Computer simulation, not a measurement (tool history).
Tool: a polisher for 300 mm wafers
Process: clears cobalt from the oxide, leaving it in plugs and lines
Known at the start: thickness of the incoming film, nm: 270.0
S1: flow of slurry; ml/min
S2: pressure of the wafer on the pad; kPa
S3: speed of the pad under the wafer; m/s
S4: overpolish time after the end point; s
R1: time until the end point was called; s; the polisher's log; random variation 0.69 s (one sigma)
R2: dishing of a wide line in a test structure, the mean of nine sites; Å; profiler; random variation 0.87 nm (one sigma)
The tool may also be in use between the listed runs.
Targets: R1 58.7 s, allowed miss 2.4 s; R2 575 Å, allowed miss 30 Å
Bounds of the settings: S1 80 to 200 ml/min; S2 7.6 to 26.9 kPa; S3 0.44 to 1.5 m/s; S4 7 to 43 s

| run | hour | S1 | S2 | S3 | S4 | R1 | R2 |
|---|---|---|---|---|---|---|---|
| 1 | 0 | 130 | 17.2 | 0.96 | 22 | 47.467 | 568.79 |
| 2 | 3.3 | 130 | 17.2 | 0.96 | 29 | 48.198 | 612.18 |
| 3 | 6.5 | 130 | 17.2 | 0.96 | 38 | 47.227 | 633.6 |
| 4 | 10.7 | 130 | 16.5 | 0.96 | 37 | 49.057 | 630.16 |
|  | 17.4 | head pressure recalibrated |
| 5 | 17.4 | 130 | 16.5 | 0.96 | 43 | 47.056 | 633.59 |
| 6 | 18.1 | 130 | 15.9 | 0.96 | 42 | 47.863 | 636.96 |
| 7 | 22.8 | 115 | 11.7 | 0.94 | 36 | 67.815 | 610.89 |
| 8 | 29.1 | 125 | 11.7 | 0.94 | 34 | 67.762 | 580.25 |
| 9 | 30.1 | 130 | 12.4 | 0.94 | 34 | 63.989 | 587.78 |
| 10 | 35.5 | 135 | 12.4 | 0.94 | 34 | 62.035 | 584.37 |
| 11 | 43.5 | 140 | 12.4 | 0.94 | 34 | 62.898 | 578.58 |

Which of these 4 next moves meets every target?
| A | 51.5 | 150 | 12.4 | 0.88 | 32 | ? | ? |
| B | 51.5 | 80 | 9 | 1.28 | 43 | ? | ? |
| C | 51.5 | 165 | 10.3 | 1.18 | 29 | ? | ? |
| D | 51.5 | 135 | 11.7 | 0.96 | 35 | ? | ? |

| move | R1 | R2 |
|---|---|---|
| A | 65.841 | 583.55 |
| B | 67.175 | 623.49 |
| C | 58.295 | 586.7 |
| D | 64.71 | 600.82 |
A: further off than the last run
B: further off than the last run
C: meets every target
D: further off than the last run
Answer: C
